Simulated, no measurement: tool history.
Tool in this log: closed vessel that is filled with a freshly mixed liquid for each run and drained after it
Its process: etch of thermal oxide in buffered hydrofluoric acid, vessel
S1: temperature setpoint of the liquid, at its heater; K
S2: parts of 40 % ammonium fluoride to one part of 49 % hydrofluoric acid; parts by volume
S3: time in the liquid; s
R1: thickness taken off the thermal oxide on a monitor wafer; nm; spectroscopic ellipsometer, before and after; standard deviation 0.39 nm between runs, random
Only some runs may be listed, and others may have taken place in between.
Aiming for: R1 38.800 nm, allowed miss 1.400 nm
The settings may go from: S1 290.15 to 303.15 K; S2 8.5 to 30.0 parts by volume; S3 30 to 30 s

run 1 hour=0.0 | S1=295.15 S2=23.5 S3=30 | R1=13.716
run 2 hour=6.0 | S1=297.65 S2=19.0 S3=30 | R1=18.522
run 3 hour=14.0 | S1=297.65 S2=25.5 S3=30 | R1=14.941
run 4 hour=19.3 | S1=297.65 S2=30.0 S3=30 | R1=13.309
run 5 hour=20.9 | S1=297.65 S2=23.0 S3=30 | R1=15.831
run 6 hour=24.5 | S1=297.65 S2=28.0 S3=30 | R1=13.658
run 7 hour=26.8 | S1=299.15 S2=22.0 S3=30 | R1=17.663
run 8 hour=27.5 | S1=300.15 S2=18.0 S3=30 | R1=21.779
run 9 hour=35.3 | S1=301.15 S2=15.0 S3=30 | R1=28.687
run 10 hour=41.1 | S1=301.65 S2=14.0 S3=30 | R1=31.094
run 11 hour=44.0 | S1=302.15 S2=13.0 S3=30 | R1=34.233
run 12 hour=49.1 | S1=303.15 S2=11.0 S3=30 | R1=41.786
run 13 hour=52.8 | S1=302.15 S2=11.0 S3=30 | R1=40.459

Pick the move, out of 5, that brings all results within their allowed miss; only one does.
run A hour=56.5 | S1=301.15 S2=12.0 S3=30 | R1=?
run B hour=56.5 | S1=302.15 S2=11.5 S3=30 | R1=?
run C hour=56.5 | S1=301.15 S2=10.0 S3=30 | R1=?
run D hour=56.5 | S1=303.15 S2=10.5 S3=30 | R1=?
run E hour=56.5 | S1=302.15 S2=10.0 S3=30 | R1=?

move=A R1=35.630
move=B R1=39.189
move=C R1=42.557
move=D R1=45.164
move=E R1=44.901
A: takes the biggest miss from the last run beyond its target
B: each result inside its tolerance
C: lands further from the targets than the last run did
D: lands further from the targets than the last run did
E: lands further from the targets than the last run did
B is the move that brings every result within its allowed miss.

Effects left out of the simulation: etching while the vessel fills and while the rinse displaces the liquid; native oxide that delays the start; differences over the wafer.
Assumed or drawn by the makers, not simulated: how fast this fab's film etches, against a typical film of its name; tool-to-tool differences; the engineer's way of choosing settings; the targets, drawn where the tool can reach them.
